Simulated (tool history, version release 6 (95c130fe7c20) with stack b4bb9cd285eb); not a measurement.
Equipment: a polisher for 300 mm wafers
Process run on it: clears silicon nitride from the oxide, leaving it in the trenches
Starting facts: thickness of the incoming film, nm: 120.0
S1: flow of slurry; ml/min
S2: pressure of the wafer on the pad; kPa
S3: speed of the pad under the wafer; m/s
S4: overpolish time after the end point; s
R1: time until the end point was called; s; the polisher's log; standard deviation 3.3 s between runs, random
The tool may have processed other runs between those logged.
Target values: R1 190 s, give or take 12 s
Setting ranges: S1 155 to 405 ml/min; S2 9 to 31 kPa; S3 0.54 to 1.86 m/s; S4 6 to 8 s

| run | hour | S1 | S2 | S3 | S4 | R1 |
|---|---|---|---|---|---|---|
| 1 | 0 | 260 | 20 | 1.18 | 8 | 113.67 |
| 2 | 3.2 | 260 | 17.9 | 1.16 | 8 | 129.06 |
| 3 | 8.5 | 260 | 17.9 | 0.96 | 8 | 157.15 |
| 4 | 13 | 295 | 17.9 | 0.96 | 8 | 149.42 |
| 5 | 21.6 | 290 | 17.2 | 0.96 | 8 | 157.01 |
| 6 | 25.5 | 260 | 17.2 | 0.96 | 8 | 158.82 |
| 7 | 33.3 | 260 | 16.5 | 0.96 | 8 | 165.23 |
| 8 | 34.7 | 260 | 15.9 | 0.96 | 8 | 173.06 |

5 candidate next runs follow, results not yet known. Just one meets every target within its allowed miss. Identify it.
| A | 36.1 | 220 | 15.2 | 0.8 | 8 | ? |
| B | 36.1 | 265 | 14.5 | 1.1 | 6 | ? |
| C | 36.1 | 190 | 18.6 | 0.96 | 8 | ? |
| D | 36.1 | 265 | 17.9 | 0.76 | 8 | ? |
| E | 36.1 | 280 | 10.3 | 1.1 | 6 | ? |

| move | R1 |
|---|---|
| A | 217.69 |
| B | 163.72 |
| C | 153.33 |
| D | 190.19 |
| E | 224.19 |
A: moves the result that the last run missed by most past its target, out the other side
B: moves away from the targets compared with the last run
C: moves away from the targets compared with the last run
D: every result within its allowed miss
E: moves the result that the last run missed by most past its target, out the other side
The move that meets every target is D.
